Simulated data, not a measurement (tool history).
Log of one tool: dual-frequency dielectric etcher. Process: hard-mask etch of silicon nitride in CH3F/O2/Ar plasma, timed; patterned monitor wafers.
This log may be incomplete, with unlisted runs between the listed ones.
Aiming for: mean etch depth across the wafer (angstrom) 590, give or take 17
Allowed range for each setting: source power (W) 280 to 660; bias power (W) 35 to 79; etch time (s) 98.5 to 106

run,hour,source power (W),bias power (W),etch time (s),mean etch depth across the wafer (angstrom)
1,0,470,57,106,656.8
2,6.5,470,64,106,683.7
3,11,470,64,98.5,633.14
4,12.1,470,64,106,685.38
5,20.7,440,63,105.5,658.7
6,29.1,420,62,105,640.33
7,36.8,400,61,105,624.02
8,45.7,390,61,105,608.56
9,52.5,380,61,105,610.46

Of the 4 settings listed for the next run, only one would bring every result within its allowed miss of target. Which one?
A,59.3,430,57,104,?
B,59.3,410,59,106,?
C,59.3,410,61,104.5,?
D,59.3,380,62,100,?

move,mean etch depth across the wafer (angstrom)
A,619.52
B,624.95
C,622.35
D,579.12
A: the biggest miss grows against the last run
B: the biggest miss grows against the last run
C: the biggest miss grows against the last run
D: each result inside its tolerance
The right move is D.
